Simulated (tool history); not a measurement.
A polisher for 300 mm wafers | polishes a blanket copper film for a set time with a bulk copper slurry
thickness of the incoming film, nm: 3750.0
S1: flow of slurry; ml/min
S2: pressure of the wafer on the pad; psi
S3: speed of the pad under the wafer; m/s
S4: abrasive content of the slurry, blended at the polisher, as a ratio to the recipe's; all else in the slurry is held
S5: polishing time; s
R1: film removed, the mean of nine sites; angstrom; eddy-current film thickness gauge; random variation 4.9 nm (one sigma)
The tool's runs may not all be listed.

run 1 hour=0 | S1=145 S2=2.3 S3=1.38 S4=1 S5=33 | R1=3495.1
run 2 hour=0.7 | S1=145 S2=2 S3=1.38 S4=1 S5=33 | R1=3052.7
run 3 hour=8.2 | S1=145 S2=2 S3=1.38 S4=1.2 S5=33 | R1=3163.8
run 4 hour=10.8 | S1=170 S2=2 S3=1.38 S4=1.2 S5=33 | R1=3291.3
run 5 hour=12.1 | S1=170 S2=2 S3=1.38 S4=1.2 S5=29 | R1=2891.2
run 6 hour=20.9 | S1=170 S2=2 S3=1.62 S4=1.2 S5=29 | R1=3322.4
run 7 hour=29.8 | S1=170 S2=2.3 S3=1.62 S4=1.2 S5=29 | R1=3883.7
run 8 hour=33.5 | S1=170 S2=2.5 S3=1.62 S4=1.2 S5=29 | R1=4226.6
run 9 hour=38.1 | S1=200 S2=3.1 S3=1.64 S4=1.2 S5=29 | R1=5444.4
run 10 hour=41 | S1=200 S2=3.2 S3=1.64 S4=1.2 S5=29 | R1=5506.2

Forecast run 11:
run 11 hour=46 | S1=200 S2=3.3 S3=1.66 S4=1.2 S5=29 | R1=?

R1: 5822.8 angstrom

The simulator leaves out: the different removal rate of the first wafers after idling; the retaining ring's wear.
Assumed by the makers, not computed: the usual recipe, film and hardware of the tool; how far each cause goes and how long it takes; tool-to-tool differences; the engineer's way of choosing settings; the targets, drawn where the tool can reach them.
